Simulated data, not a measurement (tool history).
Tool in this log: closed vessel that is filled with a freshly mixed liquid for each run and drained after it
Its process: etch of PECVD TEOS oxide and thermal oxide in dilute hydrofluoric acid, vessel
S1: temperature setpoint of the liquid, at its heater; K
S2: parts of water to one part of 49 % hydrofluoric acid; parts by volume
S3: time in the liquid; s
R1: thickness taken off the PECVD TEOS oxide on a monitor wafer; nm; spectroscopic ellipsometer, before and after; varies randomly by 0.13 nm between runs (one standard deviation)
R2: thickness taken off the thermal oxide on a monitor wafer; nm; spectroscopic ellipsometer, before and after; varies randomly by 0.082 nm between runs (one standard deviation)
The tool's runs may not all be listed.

run 1 hour=0 | S1=298.15 S2=165 S3=595 | R1=36.611 R2=18.787
run 2 hour=9.1 | S1=297.15 S2=165 S3=595 | R1=34.884 R2=18.327
run 3 hour=10.6 | S1=297.15 S2=165 S3=820 | R1=48.391 R2=25.047
run 4 hour=14.8 | S1=297.15 S2=135 S3=820 | R1=60.92 R2=31.79
run 5 hour=16.5 | S1=296.15 S2=145 S3=820 | R1=53.825 R2=28.357
run 6 hour=24.4 | S1=295.65 S2=155 S3=820 | R1=49.311 R2=25.374
run 7 hour=26.8 | S1=292.65 S2=220 S3=785 | R1=27.869 R2=14.375
run 8 hour=29 | S1=292.15 S2=220 S3=785 | R1=26.833 R2=14.005

Run 9, settings as shown, results not yet in. Your forecast:
run 9 hour=30.4 | S1=291.15 S2=225 S3=785 | R1=? R2=?

R1: 25.357 nm
R2: 13.179 nm

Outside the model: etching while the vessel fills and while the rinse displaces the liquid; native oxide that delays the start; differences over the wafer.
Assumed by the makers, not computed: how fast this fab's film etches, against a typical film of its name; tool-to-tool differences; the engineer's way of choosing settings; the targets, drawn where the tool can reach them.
